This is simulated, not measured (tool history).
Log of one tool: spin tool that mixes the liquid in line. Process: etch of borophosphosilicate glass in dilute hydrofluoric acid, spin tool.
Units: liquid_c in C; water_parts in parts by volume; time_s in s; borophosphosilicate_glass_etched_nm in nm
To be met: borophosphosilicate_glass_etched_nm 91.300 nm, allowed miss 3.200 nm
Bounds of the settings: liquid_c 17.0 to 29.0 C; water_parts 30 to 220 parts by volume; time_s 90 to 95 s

run  hour  liquid_c  water_parts  time_s  borophosphosilicate_glass_etched_nm
  1   0.0      21.0          125      90                               56.770
  2   5.2      21.0          125      95                               60.560
  3   9.1      23.0          120      95                               69.232
  4  17.0      20.5          120      95                               63.045
  5  18.0      23.0          115      95                               72.988
  6  26.9      23.0           70      95                              126.290
  7  34.4      23.0           70      95                              125.130
  8  40.6      21.5           75      95                              109.780
  9  48.2      20.5           75      95                              105.320
 10  55.9      19.5           75      95                              100.400

5 next moves are on the table. One of them brings every result within its allowed miss. Which?
  A  63.6      21.0           70      95                                    ?
  B  63.6      21.5           85      90                                    ?
  C  63.6      17.5           60      95                                    ?
  D  63.6      19.5           70      95                                    ?
  E  63.6      22.5           95      90                                    ?

move  borophosphosilicate_glass_etched_nm
   A                              117.600
   B                               92.006
   C                              119.700
   D                              110.460
   E                               84.720
A: further off than the last run
B: meets every target
C: further off than the last run
D: further off than the last run
E: takes the result that was furthest off past its target
Move B is the one to make.

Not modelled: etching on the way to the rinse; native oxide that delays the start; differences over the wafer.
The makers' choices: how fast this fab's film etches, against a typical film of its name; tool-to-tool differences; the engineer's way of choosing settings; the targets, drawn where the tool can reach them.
